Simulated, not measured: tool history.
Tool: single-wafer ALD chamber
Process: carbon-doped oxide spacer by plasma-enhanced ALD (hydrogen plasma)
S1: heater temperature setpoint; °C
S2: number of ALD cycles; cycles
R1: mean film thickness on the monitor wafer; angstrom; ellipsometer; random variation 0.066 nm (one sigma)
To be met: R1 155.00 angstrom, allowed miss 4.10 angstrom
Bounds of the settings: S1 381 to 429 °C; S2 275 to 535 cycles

{"run": 1, "day": 0.0, "S1": 405, "S2": 405, "R1": 194.51}
{"run": 2, "day": 0.171, "S1": 411, "S2": 405, "R1": 190.85}
{"run": 3, "day": 0.379, "S1": 411, "S2": 452, "R1": 209.63}
{"run": 4, "day": 0.633, "S1": 412, "S2": 433, "R1": 202.47}
{"run": 5, "day": 0.704, "S1": 412, "S2": 469, "R1": 218.45}
{"run": 6, "day": 1.021, "S1": 418, "S2": 469, "R1": 214.45}
{"run": 7, "day": 1.221, "S1": 419, "S2": 449, "R1": 204.65}
{"run": 8, "day": 1.425, "S1": 420, "S2": 432, "R1": 197.01}
{"run": 9, "day": 1.658, "S1": 421, "S2": 417, "R1": 188.23}
{"run": 10, "day": 1.721, "S1": 422, "S2": 406, "R1": 183.58}
{"run": 11, "day": 1.925, "S1": 423, "S2": 396, "R1": 179.18}
{"run": 12, "day": 1.975, "S1": 424, "S2": 388, "R1": 173.88}

5 next moves are on the table. One of them brings every result within its allowed miss. Which?
{"run": "A", "day": 2.025, "S1": 421, "S2": 434, "R1": "?"}
{"run": "B", "day": 2.025, "S1": 429, "S2": 349, "R1": "?"}
{"run": "C", "day": 2.025, "S1": 426, "S2": 459, "R1": "?"}
{"run": "D", "day": 2.025, "S1": 426, "S2": 400, "R1": "?"}
{"run": "E", "day": 2.025, "S1": 413, "S2": 415, "R1": "?"}

move=A R1=198.22
move=B R1=155.16
move=C R1=206.15
move=D R1=179.66
move=E R1=194.59
A: further off than the last run
B: meets every target
C: further off than the last run
D: further off than the last run
E: further off than the last run
Answer: B
